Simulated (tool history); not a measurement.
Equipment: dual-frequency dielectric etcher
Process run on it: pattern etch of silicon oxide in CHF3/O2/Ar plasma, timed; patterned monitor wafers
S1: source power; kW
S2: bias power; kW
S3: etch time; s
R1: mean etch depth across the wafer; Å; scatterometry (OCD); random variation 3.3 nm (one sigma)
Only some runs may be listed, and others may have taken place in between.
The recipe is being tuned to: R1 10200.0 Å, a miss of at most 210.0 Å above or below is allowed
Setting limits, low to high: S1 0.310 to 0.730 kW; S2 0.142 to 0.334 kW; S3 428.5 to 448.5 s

{"run": 1, "hour": 0.0, "S1": 0.52, "S2": 0.238, "S3": 428.5, "R1": 9182.1}
{"run": 2, "hour": 1.7, "S1": 0.54, "S2": 0.24, "S3": 428.5, "R1": 9369.3}
{"run": 3, "hour": 3.8, "S1": 0.59, "S2": 0.24, "S3": 428.5, "R1": 9698.3}
{"run": 4, "hour": 4.5, "S1": 0.59, "S2": 0.24, "S3": 428.5, "R1": 9701.3}
{"run": 5, "hour": 6.1, "S1": 0.6, "S2": 0.241, "S3": 428.5, "R1": 9775.8}
{"run": 6, "hour": 11.8, "S1": 0.61, "S2": 0.242, "S3": 428.5, "R1": 9844.8}
{"run": 7, "hour": 17.5, "S1": 0.62, "S2": 0.243, "S3": 428.5, "R1": 9921.7}
{"run": 8, "hour": 24.3, "S1": 0.62, "S2": 0.244, "S3": 428.5, "R1": 9971.9}

Consider the 4 candidate settings below. Which is the only one whose results all fall within their allowed miss of target?
{"run": "A", "hour": 31.1, "S1": 0.62, "S2": 0.229, "S3": 433.5, "R1": "?"}
{"run": "B", "hour": 31.1, "S1": 0.6, "S2": 0.266, "S3": 430.0, "R1": "?"}
{"run": "C", "hour": 31.1, "S1": 0.55, "S2": 0.236, "S3": 444.0, "R1": "?"}
{"run": "D", "hour": 31.1, "S1": 0.65, "S2": 0.23, "S3": 428.5, "R1": "?"}

move=A R1=9823.3
move=B R1=10296.0
move=C R1=9728.2
move=D R1=9912.7
A: the biggest miss grows against the last run
B: all results in spec
C: the biggest miss grows against the last run
D: the biggest miss grows against the last run
Move B is the one to make.
